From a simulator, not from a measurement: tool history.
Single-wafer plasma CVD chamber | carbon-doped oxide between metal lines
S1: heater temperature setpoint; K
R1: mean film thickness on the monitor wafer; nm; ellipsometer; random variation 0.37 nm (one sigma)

run 1 hour=0.0 | S1=613.15 chamber_pressure_(Torr)=5.54 RF_power_(kW)=0.605 deposition_time_(s)=15.9 | R1=95.717
run 2 hour=1.4 | S1=624.15 chamber_pressure_(Torr)=5.54 RF_power_(kW)=0.605 deposition_time_(s)=15.9 | R1=92.584
run 3 hour=9.3 | S1=625.15 chamber_pressure_(Torr)=5.42 RF_power_(kW)=0.600 deposition_time_(s)=15.9 | R1=92.323
run 4 hour=9.9 | S1=625.15 chamber_pressure_(Torr)=5.02 RF_power_(kW)=0.600 deposition_time_(s)=15.9 | R1=90.503
run 5 hour=13.5 | S1=626.15 chamber_pressure_(Torr)=4.93 RF_power_(kW)=0.600 deposition_time_(s)=15.9 | R1=90.469
run 6 hour=20.0 | S1=626.15 chamber_pressure_(Torr)=4.93 RF_power_(kW)=0.630 deposition_time_(s)=15.9 | R1=92.414
run 7 hour=25.3 | S1=627.15 chamber_pressure_(Torr)=4.79 RF_power_(kW)=0.625 deposition_time_(s)=15.9 | R1=91.464

Run 8 comes next. What will it give?
run 8 hour=33.9 | S1=628.15 chamber_pressure_(Torr)=4.67 RF_power_(kW)=0.620 deposition_time_(s)=15.9 | R1=?

Run 8 gave R1 90.482 nm.
